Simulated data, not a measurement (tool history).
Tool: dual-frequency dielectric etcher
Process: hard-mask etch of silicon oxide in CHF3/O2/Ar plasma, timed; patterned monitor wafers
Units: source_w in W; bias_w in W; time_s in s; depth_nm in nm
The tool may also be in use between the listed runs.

Run 1, hour 0.0: source_w 720 W, bias_w 164 W, time_s 30.0 s. Result: depth_nm 64.175 nm.
Run 2, hour 1.1: source_w 720 W, bias_w 164 W, time_s 31.5 s. Result: depth_nm 67.278 nm.
Run 3, hour 6.5: source_w 720 W, bias_w 164 W, time_s 30.0 s. Result: depth_nm 64.501 nm.
Run 4, hour 11.2: source_w 720 W, bias_w 164 W, time_s 30.0 s. Result: depth_nm 63.835 nm.
Run 5, hour 12.4: source_w 750 W, bias_w 165 W, time_s 30.0 s. Result: depth_nm 65.426 nm.
Run 6, hour 15.8: source_w 770 W, bias_w 165 W, time_s 30.0 s. Result: depth_nm 66.267 nm.

The next listed run, before its measurement:
At hour 24.5: bias power generator calibrated.
Run 7, hour 24.5: source_w 790 W, bias_w 165 W, time_s 30.0 s. Result: depth_nm ?.

Run 7 gave depth_nm 65.268 nm.

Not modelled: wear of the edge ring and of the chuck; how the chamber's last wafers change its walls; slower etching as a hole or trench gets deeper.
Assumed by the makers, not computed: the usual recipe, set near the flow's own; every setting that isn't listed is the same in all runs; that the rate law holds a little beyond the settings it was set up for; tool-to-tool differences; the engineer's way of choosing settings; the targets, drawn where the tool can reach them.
